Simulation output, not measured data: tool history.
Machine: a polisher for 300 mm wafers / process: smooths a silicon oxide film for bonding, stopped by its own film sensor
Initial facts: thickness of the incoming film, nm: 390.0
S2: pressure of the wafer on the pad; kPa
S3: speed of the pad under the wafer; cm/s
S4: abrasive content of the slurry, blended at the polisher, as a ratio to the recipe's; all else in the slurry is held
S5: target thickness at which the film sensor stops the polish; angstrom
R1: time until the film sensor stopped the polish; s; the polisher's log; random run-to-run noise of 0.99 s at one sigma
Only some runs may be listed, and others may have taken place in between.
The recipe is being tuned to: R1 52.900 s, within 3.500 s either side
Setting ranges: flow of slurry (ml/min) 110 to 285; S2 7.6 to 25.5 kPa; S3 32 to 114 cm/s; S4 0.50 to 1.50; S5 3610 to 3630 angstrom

run 1 day=0.000 | flow_of_slurry_(ml/min)=180 S2=16.5 S3=72 S4=1.00 S5=3610 | R1=33.018
run 2 day=0.125 | flow_of_slurry_(ml/min)=180 S2=16.5 S3=72 S4=1.10 S5=3610 | R1=31.096
run 3 day=0.162 | flow_of_slurry_(ml/min)=180 S2=16.5 S3=72 S4=1.10 S5=3610 | R1=30.611
run 4 day=0.529 | flow_of_slurry_(ml/min)=180 S2=14.5 S3=72 S4=1.10 S5=3610 | R1=35.532
run 5 day=0.792 | flow_of_slurry_(ml/min)=180 S2=14.5 S3=88 S4=1.10 S5=3610 | R1=31.102
run 6 day=1.038 | flow_of_slurry_(ml/min)=180 S2=13.1 S3=86 S4=1.10 S5=3610 | R1=33.876
run 7 day=1.354 | flow_of_slurry_(ml/min)=180 S2=12.4 S3=84 S4=1.10 S5=3610 | R1=37.263
run 8 day=1.633 | flow_of_slurry_(ml/min)=180 S2=11.7 S3=84 S4=1.10 S5=3610 | R1=38.299
run 9 day=1.975 | flow_of_slurry_(ml/min)=180 S2=11.0 S3=82 S4=1.10 S5=3610 | R1=42.556
run 10 day=2.008 | flow_of_slurry_(ml/min)=180 S2=10.3 S3=82 S4=1.10 S5=3610 | R1=45.549
run 11 day=2.350 | flow_of_slurry_(ml/min)=180 S2=9.7 S3=82 S4=1.10 S5=3610 | R1=47.973

4 candidate next runs follow, results not yet known. Just one meets every target within its allowed miss. Identify it.
run A day=2.692 | flow_of_slurry_(ml/min)=170 S2=11.7 S3=82 S4=0.75 S5=3630 | R1=?
run B day=2.692 | flow_of_slurry_(ml/min)=170 S2=8.3 S3=72 S4=1.00 S5=3610 | R1=?
run C day=2.692 | flow_of_slurry_(ml/min)=110 S2=8.3 S3=72 S4=1.10 S5=3610 | R1=?
run D day=2.692 | flow_of_slurry_(ml/min)=155 S2=7.6 S3=88 S4=1.20 S5=3620 | R1=?

move=A R1=47.411
move=B R1=65.990
move=C R1=65.877
move=D R1=54.269
A: its largest miss is bigger than the last run's
B: pushes the last run's worst result past its target
C: pushes the last run's worst result past its target
D: all results in spec
Move D is the one to make.
